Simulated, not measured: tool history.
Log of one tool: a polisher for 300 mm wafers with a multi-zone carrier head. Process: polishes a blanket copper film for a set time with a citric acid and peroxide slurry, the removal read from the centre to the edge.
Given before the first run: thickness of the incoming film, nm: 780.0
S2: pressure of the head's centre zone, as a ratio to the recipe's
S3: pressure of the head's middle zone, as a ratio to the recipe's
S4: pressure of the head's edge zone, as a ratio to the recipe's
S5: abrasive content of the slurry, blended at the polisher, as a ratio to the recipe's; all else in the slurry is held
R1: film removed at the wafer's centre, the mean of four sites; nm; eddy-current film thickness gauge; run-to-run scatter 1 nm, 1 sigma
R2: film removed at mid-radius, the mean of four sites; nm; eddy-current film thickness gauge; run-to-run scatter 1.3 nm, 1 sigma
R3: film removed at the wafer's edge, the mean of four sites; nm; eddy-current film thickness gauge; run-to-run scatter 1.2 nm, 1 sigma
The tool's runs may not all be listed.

Run 1, hour 0: flow of slurry (ml/min) 290, S2 1, S3 1, S4 1, S5 1, polishing time (s) 55. Result: R1 116.78 nm, R2 121.53 nm, R3 122.96 nm.
Run 2, hour 2.6: flow of slurry (ml/min) 290, S2 1, S3 1, S4 1, S5 1, polishing time (s) 47. Result: R1 97.692 nm, R2 103.84 nm, R3 99.819 nm.
Run 3, hour 4.9: flow of slurry (ml/min) 290, S2 1, S3 1, S4 0.97, S5 1, polishing time (s) 47. Result: R1 98.799 nm, R2 106.7 nm, R3 99.807 nm.
Run 4, hour 8.3: flow of slurry (ml/min) 290, S2 1, S3 1, S4 0.96, S5 1, polishing time (s) 47. Result: R1 99.825 nm, R2 106.98 nm, R3 101.27 nm.
Run 5, hour 9: flow of slurry (ml/min) 290, S2 1, S3 1, S4 0.96, S5 1.1, polishing time (s) 47. Result: R1 100.75 nm, R2 104.98 nm, R3 101.34 nm.
Run 6, hour 14.9: flow of slurry (ml/min) 290, S2 1, S3 1, S4 0.95, S5 1.1, polishing time (s) 47. Result: R1 101.68 nm, R2 105.32 nm, R3 101.35 nm.
Run 7, hour 17.4: flow of slurry (ml/min) 290, S2 1, S3 1, S4 0.94, S5 1.1, polishing time (s) 47. Result: R1 102.7 nm, R2 107.25 nm, R3 99.827 nm.

Predict the results of run 8:
Run 8, hour 20: flow of slurry (ml/min) 290, S2 1, S3 1, S4 0.93, S5 1.1, polishing time (s) 47. Result: R1 ?, R2 ?, R3 ?.

{"run 8": {"R1": 101.99, "R2": 105.88, "R3": 100.3}}

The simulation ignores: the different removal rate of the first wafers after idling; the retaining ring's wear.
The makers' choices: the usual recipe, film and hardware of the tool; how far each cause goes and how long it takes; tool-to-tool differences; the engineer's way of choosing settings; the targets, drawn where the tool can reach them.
